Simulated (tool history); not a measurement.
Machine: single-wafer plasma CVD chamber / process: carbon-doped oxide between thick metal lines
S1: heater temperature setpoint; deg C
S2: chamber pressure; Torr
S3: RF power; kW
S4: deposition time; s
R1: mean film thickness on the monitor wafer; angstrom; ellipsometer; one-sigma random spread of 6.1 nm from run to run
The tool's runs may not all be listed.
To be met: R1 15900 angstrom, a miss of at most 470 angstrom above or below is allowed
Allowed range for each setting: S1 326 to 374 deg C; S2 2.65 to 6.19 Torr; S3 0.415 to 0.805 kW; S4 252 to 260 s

run  hour   S1    S2     S3   S4     R1
  1   0.0  350  4.42  0.610  252  12547
  2   2.8  350  4.94  0.610  252  12603
  3   6.9  349  4.96  0.630  253  13068
  4  14.3  349  4.96  0.690  253  14169
  5  18.8  349  4.98  0.700  253  14348
  6  25.1  349  5.00  0.710  253  14491
  7  27.0  349  5.00  0.710  253  14479
  8  33.4  349  5.02  0.715  253  14694
  9  41.8  349  5.04  0.720  253  14627
 10  46.7  349  5.06  0.725  253  14797

5 next moves are on the table. One of them brings every result within its allowed miss. Which?
  A  51.6  351  4.23  0.655  252   ?
  B  51.6  359  5.13  0.745  252   ?
  C  51.6  358  5.37  0.775  260   ?
  D  51.6  353  4.59  0.675  252   ?
  E  51.6  339  5.40  0.680  252   ?

move     R1
   A  13192
   B  14672
   C  15702
   D  13571
   E  14350
A: its largest miss is bigger than the last run's
B: its largest miss is bigger than the last run's
C: hits every target within its allowed miss
D: its largest miss is bigger than the last run's
E: its largest miss is bigger than the last run's
So the answer is move C, the one that meets all the targets.

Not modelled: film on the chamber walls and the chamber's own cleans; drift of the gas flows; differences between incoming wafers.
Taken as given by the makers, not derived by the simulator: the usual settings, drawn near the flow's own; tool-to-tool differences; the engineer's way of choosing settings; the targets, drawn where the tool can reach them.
